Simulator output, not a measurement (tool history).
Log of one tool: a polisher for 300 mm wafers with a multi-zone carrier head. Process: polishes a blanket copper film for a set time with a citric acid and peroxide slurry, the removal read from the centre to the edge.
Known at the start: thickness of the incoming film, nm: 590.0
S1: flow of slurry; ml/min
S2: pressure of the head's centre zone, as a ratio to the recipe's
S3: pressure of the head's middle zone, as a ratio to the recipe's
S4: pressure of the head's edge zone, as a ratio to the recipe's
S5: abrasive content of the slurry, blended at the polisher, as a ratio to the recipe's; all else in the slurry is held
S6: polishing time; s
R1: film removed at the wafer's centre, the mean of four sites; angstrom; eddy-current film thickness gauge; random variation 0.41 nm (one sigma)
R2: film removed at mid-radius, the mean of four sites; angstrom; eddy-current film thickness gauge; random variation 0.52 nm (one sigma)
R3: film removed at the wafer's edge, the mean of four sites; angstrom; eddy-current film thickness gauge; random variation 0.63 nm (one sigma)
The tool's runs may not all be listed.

run 1 hour=0 | S1=230 S2=1 S3=1 S4=1 S5=1 S6=71 | R1=1308.7 R2=1296.8 R3=1310.6
run 2 hour=5.5 | S1=230 S2=1 S3=1.05 S4=1 S5=1 S6=71 | R1=1315.3 R2=1363.3 R3=1314.4
run 3 hour=12.9 | S1=230 S2=1 S3=1.05 S4=1 S5=1 S6=86 | R1=1584.5 R2=1669.9 R3=1606.9
run 4 hour=19.5 | S1=230 S2=1 S3=1.05 S4=0.96 S5=1 S6=86 | R1=1580.9 R2=1643.5 R3=1548.5
run 5 hour=23.8 | S1=230 S2=1 S3=0.99 S4=0.96 S5=1 S6=86 | R1=1581 R2=1560.9 R3=1550.1
run 6 hour=28.5 | S1=230 S2=0.99 S3=0.99 S4=0.94 S5=0.95 S6=80 | R1=1435.6 R2=1419.6 R3=1396.7
run 7 hour=35.1 | S1=230 S2=0.98 S3=0.99 S4=0.92 S5=0.9 S6=74 | R1=1307.6 R2=1303 R3=1290.3
run 8 hour=38.9 | S1=165 S2=1.01 S3=1.09 S4=0.82 S5=0.65 S6=54 | R1=864.27 R2=909.09 R3=774.92
run 9 hour=47 | S1=165 S2=1 S3=1.08 S4=0.82 S5=0.65 S6=53 | R1=822.82 R2=874.06 R3=773.28
run 10 hour=50.2 | S1=165 S2=1 S3=1.08 S4=0.82 S5=0.65 S6=52 | R1=811.05 R2=858.66 R3=752.26
run 11 hour=52.4 | S1=165 S2=1 S3=1.08 S4=0.82 S5=0.65 S6=51 | R1=797.14 R2=844.4 R3=735.57

Run 12 comes next. What will it give?
run 12 hour=57 | S1=165 S2=1 S3=1.08 S4=0.82 S5=0.65 S6=50 | R1=? R2=? R3=?

Run 12 gave R1 781.42 angstrom, R2 832.85 angstrom, R3 722.71 angstrom.
